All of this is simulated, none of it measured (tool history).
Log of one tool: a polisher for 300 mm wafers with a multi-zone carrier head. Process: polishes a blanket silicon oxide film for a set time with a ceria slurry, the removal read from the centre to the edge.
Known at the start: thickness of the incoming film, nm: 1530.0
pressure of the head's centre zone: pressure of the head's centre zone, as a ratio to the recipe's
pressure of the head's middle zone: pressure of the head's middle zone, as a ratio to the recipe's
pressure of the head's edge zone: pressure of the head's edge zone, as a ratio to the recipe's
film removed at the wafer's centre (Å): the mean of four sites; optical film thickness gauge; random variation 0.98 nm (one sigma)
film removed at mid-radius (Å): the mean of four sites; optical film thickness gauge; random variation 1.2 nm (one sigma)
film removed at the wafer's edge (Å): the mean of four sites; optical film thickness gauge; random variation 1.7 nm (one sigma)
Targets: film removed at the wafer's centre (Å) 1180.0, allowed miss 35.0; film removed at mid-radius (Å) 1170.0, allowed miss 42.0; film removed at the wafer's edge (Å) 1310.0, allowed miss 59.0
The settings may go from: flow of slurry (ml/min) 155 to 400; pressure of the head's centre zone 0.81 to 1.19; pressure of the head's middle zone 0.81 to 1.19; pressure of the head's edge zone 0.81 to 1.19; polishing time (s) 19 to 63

run	day	flow of slurry (ml/min)	pressure of the head's centre zone	pressure of the head's middle zone	pressure of the head's edge zone	polishing time (s)	film removed at the wafer's centre (Å)	film removed at mid-radius (Å)	film removed at the wafer's edge (Å)
1	0.000	255	1.00	1.00	1.00	41	2029.6	2030.5	1992.1
2	0.162	255	1.00	1.00	1.00	48	2373.1	2395.6	2333.5
3	0.388	245	0.97	0.97	0.99	43	2045.3	2042.9	2088.2
4	0.471	190	0.97	0.97	0.99	43	1993.2	2004.6	2048.6
5	0.496	190	0.95	0.95	0.97	39	1780.6	1772.2	1822.8
6	0.788	185	0.92	0.93	0.96	36	1580.7	1600.2	1682.5
7	0.975	185	0.90	0.91	0.94	34	1456.2	1459.6	1598.3
8	1.029	180	0.89	0.90	0.92	33	1388.3	1448.1	1499.9
9	1.071	180	0.89	0.88	0.92	32	1331.2	1370.9	1448.2
10	1.267	180	0.89	0.88	0.92	32	1339.3	1361.4	1449.8
11	1.479	180	0.88	0.87	0.92	31	1266.2	1291.3	1418.6
12	1.567	180	0.88	0.86	0.91	31	1313.7	1302.3	1431.3
13	1.704	180	0.88	0.86	0.91	31	1298.8	1283.3	1457.1
14	2.038	175	0.88	0.86	0.90	30	1235.8	1240.1	1373.2

5 next moves are on the table. One of them brings every result within its allowed miss. Which?
A	2.371	210	0.92	0.85	0.90	30	?	?	?
B	2.371	220	0.82	0.98	0.99	28	?	?	?
C	2.371	250	0.89	0.81	0.89	29	?	?	?
D	2.371	155	0.88	0.84	0.92	29	?	?	?
E	2.371	205	0.83	0.81	0.98	30	?	?	?

move	film removed at the wafer's centre (Å)	film removed at mid-radius (Å)	film removed at the wafer's edge (Å)
A	1312.2	1239.7	1360.8
B	1097.3	1309.2	1329.9
C	1250.2	1172.3	1326.6
D	1167.2	1147.0	1295.7
E	1179.1	1189.2	1413.5
A: further off than the last run
B: further off than the last run
C: brings the result that was furthest off to its target, and leaves another outside
D: meets every target
E: brings the result that was furthest off to its target, and leaves another outside
The right move is D.

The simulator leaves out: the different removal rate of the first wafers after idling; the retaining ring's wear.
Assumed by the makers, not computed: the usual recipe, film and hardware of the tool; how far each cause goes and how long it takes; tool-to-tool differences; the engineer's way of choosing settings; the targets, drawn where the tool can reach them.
